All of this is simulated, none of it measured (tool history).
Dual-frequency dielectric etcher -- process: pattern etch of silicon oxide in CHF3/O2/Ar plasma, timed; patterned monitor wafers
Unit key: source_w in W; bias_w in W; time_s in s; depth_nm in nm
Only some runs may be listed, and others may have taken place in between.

run,hour,source_w,bias_w,time_s,depth_nm
1,0.0,730,177,762.5,1532.5
2,5.8,770,179,762.5,1554.2
3,6.6,770,179,762.5,1574.9
4,12.3,800,180,762.5,1569.3
5,20.8,800,180,762.5,1574.4
6,26.8,840,183,763.0,1606.4
7,31.1,840,183,763.0,1605.3

For run 8, what comes out?
8,35.7,860,185,763.5,?

{"run 8": {"depth_nm": 1639.4}}
